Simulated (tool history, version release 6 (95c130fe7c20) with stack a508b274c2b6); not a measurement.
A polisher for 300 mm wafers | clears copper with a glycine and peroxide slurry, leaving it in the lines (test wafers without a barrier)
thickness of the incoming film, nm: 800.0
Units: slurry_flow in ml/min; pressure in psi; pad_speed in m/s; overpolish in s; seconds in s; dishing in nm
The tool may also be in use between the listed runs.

run    day  slurry_flow  pressure  pad_speed  overpolish  seconds  dishing
  1      0          135       3.4       1.02          14   132.37   40.958
  2  0.367          135       3.4       0.82          14   156.53   37.341
  3  0.742          135       3.4       0.82          11   157.13   31.165
  4  1.108          135       3.4       1.04          11   130.86   35.886
  5  1.333          125       2.9       1.04          14   149.69    38.32
  6  1.625          125       2.9       1.04           8   147.76   24.726
  7  1.996          120       2.7          1          11   164.27   29.814
  8  2.017          115       2.5          1          13   176.07   32.071
  9  2.367          110       2.4          1          15   182.17   34.662
 10  2.408          105       2.3          1          16   192.63   34.845
 11  2.483          100       2.2          1          17   198.76   34.329
 12  2.788          100       2.1          1          18   201.41   35.794
 13  2.975           95       2.1          1          19   205.69   36.988
 14  3.188           95       2.1          1          20   209.06   37.499
 15  3.258           95       2.1          1          21   207.53   40.344
 16    3.6           90       2.1          1          21   211.84   39.474

The next listed run, before its measurement:
 17  3.942           80         2          1          23        ?        ?

Run 17 gave seconds 224.42 s, dishing 39.615 nm.

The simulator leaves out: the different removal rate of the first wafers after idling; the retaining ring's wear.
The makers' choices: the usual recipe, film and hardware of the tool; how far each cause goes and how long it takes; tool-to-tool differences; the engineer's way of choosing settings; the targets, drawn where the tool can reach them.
